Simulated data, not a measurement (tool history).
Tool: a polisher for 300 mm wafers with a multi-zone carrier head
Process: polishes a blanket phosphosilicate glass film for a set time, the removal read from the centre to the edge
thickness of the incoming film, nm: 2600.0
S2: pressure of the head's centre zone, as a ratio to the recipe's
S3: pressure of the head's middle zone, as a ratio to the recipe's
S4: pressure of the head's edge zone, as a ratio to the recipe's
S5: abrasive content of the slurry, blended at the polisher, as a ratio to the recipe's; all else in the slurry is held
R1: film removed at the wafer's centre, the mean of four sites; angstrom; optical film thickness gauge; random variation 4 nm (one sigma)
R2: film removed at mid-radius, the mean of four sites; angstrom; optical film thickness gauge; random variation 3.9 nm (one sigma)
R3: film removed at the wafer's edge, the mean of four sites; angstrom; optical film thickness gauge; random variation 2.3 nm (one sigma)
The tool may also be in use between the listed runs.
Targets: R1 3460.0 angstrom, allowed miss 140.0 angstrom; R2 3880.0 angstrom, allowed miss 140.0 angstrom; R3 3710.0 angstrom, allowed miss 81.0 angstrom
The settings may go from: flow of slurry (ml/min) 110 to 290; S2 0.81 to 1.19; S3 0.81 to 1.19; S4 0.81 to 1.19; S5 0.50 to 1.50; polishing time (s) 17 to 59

Run 1, hour 0.0: flow of slurry (ml/min) 185, S2 1.00, S3 1.00, S4 1.00, S5 1.00, polishing time (s) 38. Result: R1 4019.4 angstrom, R2 4162.6 angstrom, R3 4140.6 angstrom.
Run 2, hour 2.1: flow of slurry (ml/min) 185, S2 1.00, S3 1.00, S4 1.00, S5 1.00, polishing time (s) 33. Result: R1 3517.3 angstrom, R2 3557.9 angstrom, R3 3609.4 angstrom.
Run 3, hour 6.4: flow of slurry (ml/min) 185, S2 1.00, S3 0.95, S4 1.00, S5 1.00, polishing time (s) 33. Result: R1 3504.7 angstrom, R2 3457.3 angstrom, R3 3560.7 angstrom.
Run 4, hour 13.0: flow of slurry (ml/min) 190, S2 0.99, S3 0.97, S4 1.00, S5 1.00, polishing time (s) 33. Result: R1 3537.7 angstrom, R2 3507.5 angstrom, R3 3638.7 angstrom.
Run 5, hour 16.6: flow of slurry (ml/min) 190, S2 0.99, S3 0.91, S4 1.00, S5 1.00, polishing time (s) 33. Result: R1 3543.2 angstrom, R2 3320.9 angstrom, R3 3604.5 angstrom.
Run 6, hour 20.9: flow of slurry (ml/min) 190, S2 0.99, S3 0.96, S4 1.00, S5 1.00, polishing time (s) 33. Result: R1 3530.6 angstrom, R2 3400.3 angstrom, R3 3620.9 angstrom.
Run 7, hour 23.5: flow of slurry (ml/min) 185, S2 0.99, S3 0.99, S4 1.01, S5 1.00, polishing time (s) 33. Result: R1 3470.7 angstrom, R2 3578.3 angstrom, R3 3617.5 angstrom.
Run 8, hour 24.7: flow of slurry (ml/min) 190, S2 0.99, S3 1.00, S4 1.01, S5 1.00, polishing time (s) 33. Result: R1 3497.1 angstrom, R2 3520.1 angstrom, R3 3642.1 angstrom.
Run 9, hour 30.9: flow of slurry (ml/min) 190, S2 0.99, S3 1.00, S4 1.01, S5 1.00, polishing time (s) 33. Result: R1 3569.2 angstrom, R2 3588.4 angstrom, R3 3656.4 angstrom.
Run 10, hour 39.8: flow of slurry (ml/min) 190, S2 0.98, S3 1.02, S4 1.01, S5 1.00, polishing time (s) 33. Result: R1 3466.4 angstrom, R2 3678.7 angstrom, R3 3655.1 angstrom.
Run 11, hour 46.9: flow of slurry (ml/min) 190, S2 0.98, S3 1.03, S4 1.01, S5 1.00, polishing time (s) 33. Result: R1 3519.0 angstrom, R2 3678.0 angstrom, R3 3602.7 angstrom.
Run 12, hour 54.2: flow of slurry (ml/min) 190, S2 0.97, S3 1.04, S4 1.02, S5 1.00, polishing time (s) 33. Result: R1 3373.5 angstrom, R2 3693.2 angstrom, R3 3656.0 angstrom.
Run 13, hour 62.7: flow of slurry (ml/min) 195, S2 0.97, S3 1.05, S4 1.02, S5 1.00, polishing time (s) 33. Result: R1 3405.7 angstrom, R2 3710.8 angstrom, R3 3668.9 angstrom.

5 next moves are on the table. One of them brings every result within its allowed miss. Which?
Run A, hour 71.2: flow of slurry (ml/min) 210, S2 0.87, S3 1.08, S4 1.03, S5 1.00, polishing time (s) 33. Result: R1 ?, R2 ?, R3 ?.
Run B, hour 71.2: flow of slurry (ml/min) 250, S2 0.99, S3 1.03, S4 1.18, S5 1.25, polishing time (s) 27. Result: R1 ?, R2 ?, R3 ?.
Run C, hour 71.2: flow of slurry (ml/min) 205, S2 0.97, S3 1.01, S4 1.06, S5 1.35, polishing time (s) 28. Result: R1 ?, R2 ?, R3 ?.
Run D, hour 71.2: flow of slurry (ml/min) 265, S2 0.97, S3 0.94, S4 1.13, S5 0.90, polishing time (s) 34. Result: R1 ?, R2 ?, R3 ?.
Run E, hour 71.2: flow of slurry (ml/min) 200, S2 0.91, S3 1.01, S4 0.92, S5 1.05, polishing time (s) 34. Result: R1 ?, R2 ?, R3 ?.

move      R1      R2      R3
   A  3141.4  3843.6  3637.6
   B  3330.7  3460.6  3638.0
   C  3426.7  3581.6  3642.5
   D  3446.6  3386.8  3751.6
   E  3448.6  3830.7  3640.6
A: brings the result that was furthest off to its target, and leaves another outside
B: further off than the last run
C: further off than the last run
D: further off than the last run
E: meets every target
Move E is the one to make.
